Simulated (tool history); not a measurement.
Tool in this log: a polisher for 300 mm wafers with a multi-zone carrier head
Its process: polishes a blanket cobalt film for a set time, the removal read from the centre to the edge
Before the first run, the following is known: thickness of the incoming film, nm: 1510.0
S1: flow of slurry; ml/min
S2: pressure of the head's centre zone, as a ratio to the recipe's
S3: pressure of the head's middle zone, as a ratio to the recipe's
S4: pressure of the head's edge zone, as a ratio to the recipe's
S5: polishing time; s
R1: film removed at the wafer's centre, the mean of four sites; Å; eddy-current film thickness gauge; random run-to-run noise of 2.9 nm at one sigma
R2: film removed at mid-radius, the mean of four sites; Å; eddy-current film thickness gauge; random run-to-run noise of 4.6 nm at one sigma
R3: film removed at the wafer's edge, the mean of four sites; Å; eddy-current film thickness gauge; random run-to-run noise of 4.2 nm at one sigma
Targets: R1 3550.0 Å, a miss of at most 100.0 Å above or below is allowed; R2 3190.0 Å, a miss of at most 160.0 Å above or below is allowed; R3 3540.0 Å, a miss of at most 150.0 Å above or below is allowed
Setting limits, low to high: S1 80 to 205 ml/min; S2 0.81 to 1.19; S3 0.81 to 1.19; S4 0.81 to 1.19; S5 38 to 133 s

run 1 hour=0.0 | S1=135 S2=1.00 S3=1.00 S4=1.00 S5=85 | R1=2506.5 R2=2480.9 R3=2579.7
run 2 hour=4.7 | S1=135 S2=1.00 S3=1.00 S4=1.07 S5=85 | R1=2497.2 R2=2544.4 R3=2741.3
run 3 hour=13.7 | S1=145 S2=1.04 S3=1.00 S4=1.10 S5=88 | R1=2764.2 R2=2706.4 R3=2869.2
run 4 hour=15.8 | S1=145 S2=1.00 S3=1.00 S4=1.10 S5=88 | R1=2673.0 R2=2684.7 R3=2835.5
run 5 hour=21.6 | S1=145 S2=1.00 S3=1.00 S4=1.10 S5=68 | R1=2032.0 R2=2101.8 R3=2214.0
run 6 hour=30.0 | S1=140 S2=1.03 S3=1.00 S4=1.11 S5=77 | R1=2409.7 R2=2281.2 R3=2512.8
run 7 hour=32.6 | S1=135 S2=1.04 S3=1.02 S4=1.12 S5=84 | R1=2616.0 R2=2522.1 R3=2798.9
run 8 hour=37.0 | S1=135 S2=1.07 S3=1.05 S4=1.14 S5=87 | R1=2746.4 R2=2745.9 R3=2872.8
run 9 hour=41.7 | S1=135 S2=1.09 S3=1.04 S4=1.15 S5=91 | R1=2945.1 R2=2858.7 R3=3057.6
run 10 hour=43.1 | S1=135 S2=1.10 S3=1.03 S4=1.16 S5=94 | R1=3043.8 R2=2859.6 R3=3113.0
run 11 hour=49.3 | S1=135 S2=1.11 S3=1.02 S4=1.17 S5=97 | R1=3169.6 R2=3006.8 R3=3196.5
run 12 hour=52.8 | S1=170 S2=1.10 S3=0.92 S4=1.19 S5=103 | R1=3504.0 R2=2947.2 R3=3550.6
run 13 hour=59.9 | S1=170 S2=1.10 S3=0.94 S4=1.18 S5=103 | R1=3490.0 R2=2927.6 R3=3534.6

Of the 5 settings listed for the next run, only one would bring every result within its allowed miss of target. Which one?
run A hour=67.0 | S1=155 S2=1.13 S3=1.09 S4=1.04 S5=109 | R1=? R2=? R3=?
run B hour=67.0 | S1=165 S2=1.06 S3=1.19 S4=0.99 S5=99 | R1=? R2=? R3=?
run C hour=67.0 | S1=150 S2=1.10 S3=0.98 S4=1.10 S5=106 | R1=? R2=? R3=?
run D hour=67.0 | S1=145 S2=1.08 S3=1.15 S4=1.08 S5=106 | R1=? R2=? R3=?
run E hour=67.0 | S1=180 S2=1.12 S3=0.91 S4=1.19 S5=100 | R1=? R2=? R3=?

move=A R1=3740.4 R2=3561.6 R3=3459.1
move=B R1=3226.0 R2=3527.6 R3=3083.5
move=C R1=3514.4 R2=3146.5 R3=3454.3
move=D R1=3430.2 R2=3584.2 R3=3398.3
move=E R1=3491.5 R2=2875.1 R3=3478.1
A: pushes the last run's worst result past its target
B: pushes the last run's worst result past its target
C: every result within its allowed miss
D: pushes the last run's worst result past its target
E: further off than the last run
Move C is the one to make.
